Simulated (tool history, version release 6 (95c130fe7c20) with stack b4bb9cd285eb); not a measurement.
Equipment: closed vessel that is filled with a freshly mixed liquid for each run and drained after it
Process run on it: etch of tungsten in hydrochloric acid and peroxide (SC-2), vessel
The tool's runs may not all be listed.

run	hour	temperature setpoint of the liquid (°C)	parts of water to one part each of 37 % hydrochloric acid and 30 % peroxide (parts by volume)	time in the liquid (s)	thickness taken off the tungsten on a monitor wafer (Å)
1	0	58	10.5	120	448.26
2	5.5	58	7.5	120	584.33
3	10	54.5	7.5	120	469.92
4	12.8	54.5	7.5	125	484.95
5	19	54.5	7.5	120	469.99
6	25.2	52	7.5	120	396.35

What will run 7 give?
7	29	50	7.5	120	?

thickness taken off the tungsten on a monitor wafer (Å): 349.94
